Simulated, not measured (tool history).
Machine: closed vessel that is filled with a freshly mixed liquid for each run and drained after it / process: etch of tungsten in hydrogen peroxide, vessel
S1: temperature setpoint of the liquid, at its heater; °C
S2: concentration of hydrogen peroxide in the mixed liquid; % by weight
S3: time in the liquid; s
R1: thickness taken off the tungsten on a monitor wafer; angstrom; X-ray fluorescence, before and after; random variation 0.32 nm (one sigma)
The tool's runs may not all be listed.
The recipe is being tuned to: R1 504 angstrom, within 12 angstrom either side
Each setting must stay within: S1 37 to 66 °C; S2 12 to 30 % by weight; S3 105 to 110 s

| run | hour | S1 | S2 | S3 | R1 |
|---|---|---|---|---|---|
| 1 | 0 | 53 | 23 | 105 | 1132.8 |
| 2 | 1 | 50 | 23 | 105 | 942.37 |
| 3 | 2.6 | 50 | 23 | 105 | 954.73 |
| 4 | 7 | 47.5 | 23 | 105 | 812.13 |
| 5 | 15.1 | 42.5 | 23 | 105 | 595.64 |
| 6 | 23.8 | 42 | 23 | 105 | 574.9 |
| 7 | 27.3 | 41.5 | 23 | 105 | 561.02 |
| 8 | 27.9 | 41 | 23 | 105 | 542.32 |
| 9 | 30.6 | 40.5 | 23 | 105 | 523.95 |

Next run, 5 choices. One meets every target within its allowed miss, the rest don't. Which?
| A | 33.3 | 39.5 | 24.5 | 105 | ? |
| B | 33.3 | 42 | 18 | 110 | ? |
| C | 33.3 | 42 | 22 | 105 | ? |
| D | 33.3 | 41.5 | 20.5 | 110 | ? |
| E | 33.3 | 39 | 23 | 105 | ? |

| move | R1 |
|---|---|
| A | 505.39 |
| B | 533.59 |
| C | 563.1 |
| D | 551.41 |
| E | 473.92 |
A: each result inside its tolerance
B: lands further from the targets than the last run did
C: lands further from the targets than the last run did
D: lands further from the targets than the last run did
E: moves the result that the last run missed by most past its target, out the other side
A meets every target.

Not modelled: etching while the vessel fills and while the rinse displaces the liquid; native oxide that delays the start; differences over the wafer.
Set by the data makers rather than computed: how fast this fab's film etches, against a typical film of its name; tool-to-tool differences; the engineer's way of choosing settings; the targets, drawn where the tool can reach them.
